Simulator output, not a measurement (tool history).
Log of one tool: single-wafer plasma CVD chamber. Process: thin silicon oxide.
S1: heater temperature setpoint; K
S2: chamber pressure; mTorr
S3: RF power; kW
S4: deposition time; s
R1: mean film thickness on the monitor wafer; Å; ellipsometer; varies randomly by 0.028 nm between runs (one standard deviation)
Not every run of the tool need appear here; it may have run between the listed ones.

{"run": 1, "hour": 0.0, "S1": 673.15, "S2": 993, "S3": 0.36, "S4": 3.2, "R1": 74.274}
{"run": 2, "hour": 2.1, "S1": 673.15, "S2": 1063, "S3": 0.365, "S4": 3.2, "R1": 79.132}
{"run": 3, "hour": 6.2, "S1": 673.15, "S2": 1063, "S3": 0.405, "S4": 3.2, "R1": 83.057}
{"run": 4, "hour": 14.9, "S1": 673.15, "S2": 900, "S3": 0.405, "S4": 3.2, "R1": 72.033}
{"run": 5, "hour": 19.9, "S1": 673.15, "S2": 965, "S3": 0.405, "S4": 3.2, "R1": 77.725}
{"run": 6, "hour": 26.0, "S1": 673.15, "S2": 965, "S3": 0.36, "S4": 3.2, "R1": 72.716}
{"hour": 31.9, "done": "thermocouple changed; heater temperature recalibrated"}
{"run": 7, "hour": 31.9, "S1": 673.15, "S2": 1036, "S3": 0.365, "S4": 3.2, "R1": 78.01}

Run 8 has not been measured yet. What should we expect?
{"run": 8, "hour": 35.6, "S1": 673.15, "S2": 1083, "S3": 0.365, "S4": 3.2, "R1": "?"}

{"run 8": {"R1": 79.859}}

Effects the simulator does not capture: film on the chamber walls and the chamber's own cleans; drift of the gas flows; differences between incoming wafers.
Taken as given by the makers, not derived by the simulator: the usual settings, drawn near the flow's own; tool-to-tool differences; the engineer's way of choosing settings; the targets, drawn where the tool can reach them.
